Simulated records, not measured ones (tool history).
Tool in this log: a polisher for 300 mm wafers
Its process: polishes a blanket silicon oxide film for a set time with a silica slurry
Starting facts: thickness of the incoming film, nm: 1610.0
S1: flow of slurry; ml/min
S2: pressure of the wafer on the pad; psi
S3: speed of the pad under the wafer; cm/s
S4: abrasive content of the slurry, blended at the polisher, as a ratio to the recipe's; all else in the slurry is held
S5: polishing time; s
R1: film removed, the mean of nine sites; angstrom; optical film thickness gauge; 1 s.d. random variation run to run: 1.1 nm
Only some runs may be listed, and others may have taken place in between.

run	hour	S1	S2	S3	S4	S5	R1
1	0	250	5	118	1	57	1978.1
2	0.6	200	5	118	1	57	1922.9
3	3.3	200	4.7	118	1	57	1838
4	4.4	200	4.4	118	1	57	1704.6
5	5	200	4.2	118	1	57	1639.4
6	10.8	200	4.2	92	1	57	1409.6

Forecast run 7:
7	12.3	200	4.1	92	1	57	?

R1: 1375 angstrom
